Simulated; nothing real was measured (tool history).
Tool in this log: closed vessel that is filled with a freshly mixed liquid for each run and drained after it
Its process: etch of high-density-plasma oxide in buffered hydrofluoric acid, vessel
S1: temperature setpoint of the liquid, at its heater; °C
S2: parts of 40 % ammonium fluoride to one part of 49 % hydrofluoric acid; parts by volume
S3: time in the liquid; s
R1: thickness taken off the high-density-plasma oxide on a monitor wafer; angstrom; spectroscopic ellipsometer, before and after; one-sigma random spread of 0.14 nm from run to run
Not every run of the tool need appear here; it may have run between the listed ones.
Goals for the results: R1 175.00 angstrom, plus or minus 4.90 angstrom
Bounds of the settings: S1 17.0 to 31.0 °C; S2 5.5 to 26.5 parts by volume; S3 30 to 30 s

run 1 hour=0.0 | S1=23.0 S2=16.0 S3=30 | R1=237.85
run 2 hour=8.1 | S1=23.0 S2=16.0 S3=30 | R1=238.43
run 3 hour=9.2 | S1=21.5 S2=16.0 S3=30 | R1=219.26
run 4 hour=14.8 | S1=21.5 S2=12.0 S3=30 | R1=292.15
run 5 hour=17.8 | S1=20.5 S2=13.0 S3=30 | R1=254.67
run 6 hour=20.6 | S1=19.5 S2=13.5 S3=30 | R1=227.81
run 7 hour=23.0 | S1=19.0 S2=14.0 S3=30 | R1=214.99
run 8 hour=29.0 | S1=18.5 S2=14.5 S3=30 | R1=200.85
run 9 hour=31.0 | S1=18.0 S2=14.5 S3=30 | R1=198.20
run 10 hour=33.3 | S1=17.5 S2=15.0 S3=30 | R1=186.59

4 candidate next runs follow, results not yet known. Just one meets every target within its allowed miss. Identify it.
run A hour=35.6 | S1=17.0 S2=13.0 S3=30 | R1=?
run B hour=35.6 | S1=17.0 S2=15.5 S3=30 | R1=?
run C hour=35.6 | S1=17.5 S2=14.5 S3=30 | R1=?
run D hour=35.6 | S1=17.0 S2=14.5 S3=30 | R1=?

move=A R1=211.28
move=B R1=177.80
move=C R1=195.33
move=D R1=189.84
A: its largest miss is bigger than the last run's
B: all results in spec
C: its largest miss is bigger than the last run's
D: its largest miss is bigger than the last run's
So the answer is move B, the one that meets all the targets.
